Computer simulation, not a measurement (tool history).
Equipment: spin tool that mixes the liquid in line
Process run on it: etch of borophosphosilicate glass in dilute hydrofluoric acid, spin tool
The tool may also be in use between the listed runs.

run	day	temperature setpoint of the liquid (°C)	parts of water to one part of 49 % hydrofluoric acid (parts by volume)	time under the liquid (s)	thickness taken off the borophosphosilicate glass on a monitor wafer (Å)
1	0	20	75	45	219.52
2	0.058	20	90	45	181.92
3	0.346	18	90	45	165.16
4	0.433	18	90	50	184.7
5	0.525	18	90	45	168.28
6	0.667	20	90	45	182.18
7	0.717	22	80	45	226.99

What will run 8 give?
8	0.762	23.5	70	45	?

thickness taken off the borophosphosilicate glass on a monitor wafer (Å): 274.67

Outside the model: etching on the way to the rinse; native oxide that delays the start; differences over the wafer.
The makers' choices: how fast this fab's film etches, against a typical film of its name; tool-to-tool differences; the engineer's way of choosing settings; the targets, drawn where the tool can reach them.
